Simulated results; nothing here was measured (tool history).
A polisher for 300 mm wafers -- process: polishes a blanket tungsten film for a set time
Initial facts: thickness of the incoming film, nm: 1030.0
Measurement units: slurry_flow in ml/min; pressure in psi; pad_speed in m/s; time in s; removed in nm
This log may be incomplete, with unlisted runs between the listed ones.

Run 1, hour 0: slurry_flow 250 ml/min, pressure 3.2 psi, pad_speed 1.14 m/s, slurry_solids 1, time 25 s. Result: removed 102.78 nm.
Run 2, hour 1.2: slurry_flow 250 ml/min, pressure 3 psi, pad_speed 1.14 m/s, slurry_solids 1, time 25 s. Result: removed 95.369 nm.
Run 3, hour 8.7: slurry_flow 250 ml/min, pressure 2.8 psi, pad_speed 1.14 m/s, slurry_solids 1, time 25 s. Result: removed 89.619 nm.
Run 4, hour 15.1: slurry_flow 250 ml/min, pressure 3.5 psi, pad_speed 1.14 m/s, slurry_solids 1, time 25 s. Result: removed 110.69 nm.
Run 5, hour 23.4: slurry_flow 195 ml/min, pressure 3.5 psi, pad_speed 1.14 m/s, slurry_solids 1, time 25 s. Result: removed 107.97 nm.
Run 6, hour 26.6: slurry_flow 195 ml/min, pressure 3.5 psi, pad_speed 1.14 m/s, slurry_solids 1.2, time 25 s. Result: removed 110.32 nm.
Run 7, hour 28.7: slurry_flow 195 ml/min, pressure 2.6 psi, pad_speed 1.08 m/s, slurry_solids 1.2, time 25 s. Result: removed 81.297 nm.
Run 8, hour 35.7: slurry_flow 195 ml/min, pressure 2.5 psi, pad_speed 1.08 m/s, slurry_solids 1.2, time 25 s. Result: removed 77.549 nm.
Run 9, hour 40.9: slurry_flow 195 ml/min, pressure 2.4 psi, pad_speed 1.08 m/s, slurry_solids 1.2, time 25 s. Result: removed 74.099 nm.
Run 10, hour 42.5: slurry_flow 195 ml/min, pressure 2.3 psi, pad_speed 1.08 m/s, slurry_solids 1.2, time 25 s. Result: removed 70.431 nm.
Run 11, hour 49.9: slurry_flow 195 ml/min, pressure 2.3 psi, pad_speed 1.08 m/s, slurry_solids 1.2, time 25 s. Result: removed 71.121 nm.

Expected results for the next run?
Run 12, hour 51.1: slurry_flow 195 ml/min, pressure 1.8 psi, pad_speed 1.06 m/s, slurry_solids 1.2, time 25 s. Result: removed ?.

{"run 12": {"removed": 55.306}}

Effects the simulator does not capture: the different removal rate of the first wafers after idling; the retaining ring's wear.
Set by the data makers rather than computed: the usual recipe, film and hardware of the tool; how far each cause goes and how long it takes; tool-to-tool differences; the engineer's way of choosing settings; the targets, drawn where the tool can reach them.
